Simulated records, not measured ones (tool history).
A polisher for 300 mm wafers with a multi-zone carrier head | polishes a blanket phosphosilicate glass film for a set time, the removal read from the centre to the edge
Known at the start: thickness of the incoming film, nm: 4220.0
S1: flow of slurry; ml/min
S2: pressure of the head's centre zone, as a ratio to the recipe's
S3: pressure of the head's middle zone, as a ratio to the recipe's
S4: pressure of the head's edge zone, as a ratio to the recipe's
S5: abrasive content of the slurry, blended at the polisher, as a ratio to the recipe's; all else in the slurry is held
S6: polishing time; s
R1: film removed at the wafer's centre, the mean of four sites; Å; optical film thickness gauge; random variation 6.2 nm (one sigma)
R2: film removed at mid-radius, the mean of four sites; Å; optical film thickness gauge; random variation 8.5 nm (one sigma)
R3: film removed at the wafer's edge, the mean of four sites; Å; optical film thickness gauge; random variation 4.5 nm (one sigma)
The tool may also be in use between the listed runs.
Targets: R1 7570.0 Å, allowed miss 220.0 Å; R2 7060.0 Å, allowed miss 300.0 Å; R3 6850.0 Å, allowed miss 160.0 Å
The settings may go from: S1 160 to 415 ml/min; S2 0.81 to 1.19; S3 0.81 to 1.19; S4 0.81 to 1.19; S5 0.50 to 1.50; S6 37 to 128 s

run    day   S1    S2    S3    S4    S5  S6      R1      R2      R3
  1  0.000  265  1.00  1.00  1.00  1.00  82  9313.1  8831.8  9224.7
  2  0.054  265  1.00  1.00  1.00  1.00  65  7377.2  6970.7  7315.0
  3  0.225  265  1.01  1.01  0.98  1.00  65  7513.3  7228.5  7177.8
  4  0.396  265  1.01  1.05  0.98  1.00  65  7487.8  7360.8  7212.1
  5  0.688  265  1.01  1.05  0.98  0.85  65  6741.1  6727.5  6498.7
     0.729  -- edge zone pressure recalibrated
  6  0.729  265  1.01  1.05  1.05  0.85  65  6802.8  6646.5  6494.3
  7  0.979  275  1.02  1.05  1.05  0.85  65  6901.0  6662.0  6678.9
  8  1.188  325  1.10  1.10  1.00  0.85  65  7647.5  7065.2  6514.6

4 next moves are on the table. One of them brings every result within its allowed miss. Which?
  A  1.396  305  1.04  1.03  0.96  1.00  63   ?   ?   ?
  B  1.396  335  1.18  1.12  1.00  0.85  63   ?   ?   ?
  C  1.396  365  1.15  1.06  1.04  0.85  66   ?   ?   ?
  D  1.396  325  0.99  1.09  0.85  0.90  70   ?   ?   ?

move      R1      R2      R3
   A  7559.9  7141.8  6804.8
   B  7859.8  7006.6  6306.2
   C  8087.1  7056.7  6762.7
   D  7564.7  7875.9  6794.2
A: meets every target
B: further off than the last run
C: brings the result that was furthest off to its target, and leaves another outside
D: brings the result that was furthest off to its target, and leaves another outside
The right move is A.
